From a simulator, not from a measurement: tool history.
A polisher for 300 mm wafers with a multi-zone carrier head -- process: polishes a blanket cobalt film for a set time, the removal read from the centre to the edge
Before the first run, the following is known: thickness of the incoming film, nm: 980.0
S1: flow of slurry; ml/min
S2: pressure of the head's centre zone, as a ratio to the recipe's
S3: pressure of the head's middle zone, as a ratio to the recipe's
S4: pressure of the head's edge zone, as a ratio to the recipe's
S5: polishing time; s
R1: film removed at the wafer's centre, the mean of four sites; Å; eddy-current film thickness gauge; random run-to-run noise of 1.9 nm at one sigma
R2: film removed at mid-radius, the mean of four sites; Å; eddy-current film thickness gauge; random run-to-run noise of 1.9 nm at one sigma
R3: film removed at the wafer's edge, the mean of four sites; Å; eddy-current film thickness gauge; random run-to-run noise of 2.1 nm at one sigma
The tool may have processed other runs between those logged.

| run | hour | S1 | S2 | S3 | S4 | S5 | R1 | R2 | R3 |
|---|---|---|---|---|---|---|---|---|---|
| 1 | 0.0 | 260 | 1.00 | 1.00 | 1.00 | 47 | 1163.6 | 1076.0 | 1137.6 |
| 2 | 2.2 | 260 | 1.00 | 1.00 | 1.00 | 55 | 1340.0 | 1301.3 | 1334.9 |
| 3 | 7.0 | 260 | 1.00 | 1.00 | 0.95 | 55 | 1348.2 | 1314.2 | 1297.4 |
| 4 | 13.9 | 205 | 1.00 | 1.00 | 0.95 | 55 | 1292.0 | 1229.5 | 1287.2 |
| 5 | 21.7 | 205 | 1.00 | 1.07 | 0.95 | 55 | 1316.3 | 1264.4 | 1288.4 |
| 6 | 28.8 | 205 | 1.00 | 1.01 | 0.95 | 55 | 1327.1 | 1249.9 | 1274.3 |
| 7 | 36.8 | 215 | 1.02 | 1.02 | 0.97 | 56 | 1391.7 | 1281.9 | 1305.6 |
| 8 | 40.3 | 220 | 1.03 | 1.02 | 1.00 | 57 | 1438.6 | 1300.4 | 1379.5 |
| 9 | 42.6 | 235 | 1.04 | 1.03 | 1.02 | 58 | 1452.1 | 1365.7 | 1395.7 |
| 10 | 48.3 | 240 | 1.06 | 1.02 | 1.04 | 59 | 1536.8 | 1377.9 | 1437.4 |
| 11 | 50.2 | 240 | 1.06 | 1.02 | 1.04 | 59 | 1525.8 | 1369.0 | 1436.6 |
|  | 53.0 | centre zone pressure recalibrated |
| 12 | 53.0 | 245 | 1.07 | 1.02 | 1.05 | 60 | 1470.1 | 1383.0 | 1469.9 |
| 13 | 56.6 | 235 | 1.09 | 1.02 | 1.04 | 62 | 1532.4 | 1432.8 | 1466.3 |

What will run 14 give?
| 14 | 59.3 | 220 | 1.11 | 1.04 | 1.06 | 63 | ? | ? | ? |

Run 14 produced R1 1565.9 Å, R2 1489.2 Å, R3 1536.8 Å.
